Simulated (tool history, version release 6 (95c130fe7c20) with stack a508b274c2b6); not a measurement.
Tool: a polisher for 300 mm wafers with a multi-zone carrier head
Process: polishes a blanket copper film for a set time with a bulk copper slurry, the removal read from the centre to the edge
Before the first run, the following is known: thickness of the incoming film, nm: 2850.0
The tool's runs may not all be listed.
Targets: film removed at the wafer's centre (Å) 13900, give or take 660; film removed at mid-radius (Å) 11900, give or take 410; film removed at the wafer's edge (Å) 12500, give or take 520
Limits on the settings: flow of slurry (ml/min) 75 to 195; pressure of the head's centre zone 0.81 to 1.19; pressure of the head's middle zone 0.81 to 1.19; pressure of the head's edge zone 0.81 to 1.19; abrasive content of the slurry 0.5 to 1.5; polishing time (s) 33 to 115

| run | hour | flow of slurry (ml/min) | pressure of the head's centre zone | pressure of the head's middle zone | pressure of the head's edge zone | abrasive content of the slurry | polishing time (s) | film removed at the wafer's centre (Å) | film removed at mid-radius (Å) | film removed at the wafer's edge (Å) |
|---|---|---|---|---|---|---|---|---|---|---|
| 1 | 0 | 125 | 1 | 1 | 1 | 1 | 73 | 9977.8 | 9787.6 | 9961.5 |
| 2 | 7.8 | 145 | 1 | 1 | 1 | 1 | 73 | 10054 | 10135 | 10174 |
| 3 | 14.7 | 150 | 1.04 | 1 | 1.03 | 1.1 | 74 | 11155 | 10702 | 10614 |
| 4 | 22.9 | 150 | 1.04 | 1.07 | 1.03 | 1.1 | 74 | 11064 | 11226 | 10489 |
| 5 | 31 | 135 | 1.04 | 1.07 | 1.03 | 1.1 | 74 | 10831 | 11075 | 10488 |
| 6 | 36.8 | 135 | 1.04 | 1.03 | 1.03 | 1.1 | 74 | 10920 | 10710 | 10372 |
| 7 | 41.3 | 135 | 1.04 | 1.03 | 1.03 | 1.1 | 74 | 10793 | 10684 | 10482 |
| 8 | 49.8 | 140 | 1.07 | 1.01 | 1.06 | 1.2 | 75 | 11706 | 10956 | 11068 |

5 candidate next runs follow, results not yet known. Just one meets every target within its allowed miss. Identify it.
| A | 58.3 | 160 | 1.13 | 0.98 | 1.1 | 1.2 | 81 | ? | ? | ? |
| B | 58.3 | 115 | 1.16 | 0.83 | 1.14 | 1.15 | 82 | ? | ? | ? |
| C | 58.3 | 130 | 1.12 | 1.01 | 1.01 | 1.15 | 82 | ? | ? | ? |
| D | 58.3 | 145 | 1.14 | 1.05 | 1.03 | 1.35 | 77 | ? | ? | ? |
| E | 58.3 | 140 | 1.19 | 1.13 | 0.91 | 1.05 | 80 | ? | ? | ? |

| move | film removed at the wafer's centre (Å) | film removed at mid-radius (Å) | film removed at the wafer's edge (Å) |
|---|---|---|---|
| A | 13872 | 11801 | 12226 |
| B | 13114 | 9569.1 | 11871 |
| C | 13134 | 11629 | 11403 |
| D | 13340 | 11947 | 11357 |
| E | 13645 | 12466 | 10514 |
A: in spec on every target
B: the biggest miss grows against the last run
C: closes in on the targets versus the last run, not all within tolerance yet
D: meets the target for the result that was furthest off, but another lies outside its allowed miss
E: meets the target for the result that was furthest off, but another lies outside its allowed miss
Answer: A

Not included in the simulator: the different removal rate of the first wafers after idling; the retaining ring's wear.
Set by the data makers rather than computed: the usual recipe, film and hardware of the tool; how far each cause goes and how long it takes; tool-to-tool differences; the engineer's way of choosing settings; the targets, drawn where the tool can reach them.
